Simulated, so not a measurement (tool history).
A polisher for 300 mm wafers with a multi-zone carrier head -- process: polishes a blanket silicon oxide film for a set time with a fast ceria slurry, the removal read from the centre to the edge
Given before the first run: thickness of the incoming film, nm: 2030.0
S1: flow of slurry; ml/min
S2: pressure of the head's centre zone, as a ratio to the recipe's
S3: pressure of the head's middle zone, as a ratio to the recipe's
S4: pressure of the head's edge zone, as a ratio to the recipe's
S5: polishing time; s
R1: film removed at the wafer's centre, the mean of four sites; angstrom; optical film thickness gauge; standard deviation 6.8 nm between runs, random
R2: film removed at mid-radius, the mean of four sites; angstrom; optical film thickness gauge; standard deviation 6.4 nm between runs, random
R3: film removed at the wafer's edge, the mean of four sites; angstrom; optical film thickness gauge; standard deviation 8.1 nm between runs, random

{"run": 1, "day": 0.0, "S1": 190, "S2": 1, "S3": 1, "S4": 1, "S5": 35, "R1": 7565, "R2": 7641.7, "R3": 7424.7}
{"run": 2, "day": 0.125, "S1": 190, "S2": 1, "S3": 0.98, "S4": 0.99, "S5": 34, "R1": 7264.3, "R2": 6986.2, "R3": 7265}
{"run": 3, "day": 0.338, "S1": 190, "S2": 1, "S3": 1.04, "S4": 0.99, "S5": 34, "R1": 7283.3, "R2": 7438.3, "R3": 7522.4}
{"run": 4, "day": 0.667, "S1": 190, "S2": 1, "S3": 1.12, "S4": 0.99, "S5": 34, "R1": 7375, "R2": 7998.4, "R3": 7186.5}
{"run": 5, "day": 0.817, "S1": 190, "S2": 1.01, "S3": 1.1, "S4": 0.98, "S5": 33, "R1": 7200, "R2": 7770.8, "R3": 6875.7}
{"run": 6, "day": 1.008, "S1": 190, "S2": 1.01, "S3": 1.14, "S4": 0.98, "S5": 33, "R1": 7164.1, "R2": 7822.2, "R3": 7053.2}

The next listed run, before its measurement:
{"run": 7, "day": 1.129, "S1": 140, "S2": 1.11, "S3": 1.04, "S4": 1.08, "S5": 23, "R1": "?", "R2": "?", "R3": "?"}

Run 7 measured R1 5027.2 angstrom, R2 4723.3 angstrom, R3 4995.9 angstrom.
